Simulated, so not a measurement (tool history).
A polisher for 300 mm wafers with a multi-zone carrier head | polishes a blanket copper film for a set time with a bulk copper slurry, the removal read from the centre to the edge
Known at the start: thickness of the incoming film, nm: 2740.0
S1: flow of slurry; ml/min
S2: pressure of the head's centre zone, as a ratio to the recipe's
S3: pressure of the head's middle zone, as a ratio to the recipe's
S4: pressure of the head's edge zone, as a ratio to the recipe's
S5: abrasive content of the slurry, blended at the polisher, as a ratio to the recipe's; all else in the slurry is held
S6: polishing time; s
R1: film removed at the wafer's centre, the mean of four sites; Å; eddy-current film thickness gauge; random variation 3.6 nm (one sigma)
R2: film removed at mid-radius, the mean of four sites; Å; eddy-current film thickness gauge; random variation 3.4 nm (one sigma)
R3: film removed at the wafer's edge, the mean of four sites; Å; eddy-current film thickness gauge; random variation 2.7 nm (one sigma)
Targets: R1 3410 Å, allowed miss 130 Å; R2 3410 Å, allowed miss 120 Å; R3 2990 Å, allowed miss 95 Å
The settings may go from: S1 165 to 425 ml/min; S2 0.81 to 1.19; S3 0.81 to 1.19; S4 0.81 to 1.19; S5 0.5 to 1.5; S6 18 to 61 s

run	hour	S1	S2	S3	S4	S5	S6	R1	R2	R3
1	0	275	1	1	1	1	39	4836.5	4766.1	4818.4
2	2.2	275	1	1	0.97	1	39	4829.5	4783.9	4711.8
3	4.7	275	1	1	0.95	0.95	37	4548	4469.7	4420.3
4	6.5	275	1	1	0.95	0.8	37	4412	4294.7	4211.2
5	13.8	275	1	1.01	0.93	0.75	36	4245.8	4165.5	4062.1
6	17.2	275	1.01	1.02	0.91	0.7	35	4081.4	4041.4	3871.2
7	23.2	275	1.02	1.03	0.9	0.65	34	3998.2	3937.8	3701.2
8	31.2	275	1.02	1.04	0.89	0.65	33	3923.8	3902.9	3576.1
9	35	275	1.02	1.04	0.88	0.65	32	3827.2	3799.6	3403.8
10	41.6	255	0.98	1.01	0.81	0.5	30	3225.4	3246.8	2936.3

Which of these 5 next moves meets every target?
A	48.2	265	1.01	1.04	0.81	0.55	30	?	?	?
B	48.2	215	0.91	1.08	0.83	0.7	28	?	?	?
C	48.2	250	1.13	1.01	0.81	0.6	28	?	?	?
D	48.2	235	1.06	1.01	0.92	0.75	26	?	?	?
E	48.2	275	1.04	0.98	0.93	0.5	29	?	?	?

move	R1	R2	R3
A	3367.7	3354.9	3021.2
B	2846.2	3251.2	2894.5
C	3536.9	3079.9	2842.6
D	3162.2	2940.1	2878.9
E	3321	3072.4	3077.2
A: meets every target
B: further off than the last run
C: brings the result that was furthest off to its target, and leaves another outside
D: further off than the last run
E: brings the result that was furthest off to its target, and leaves another outside
The right move is A.
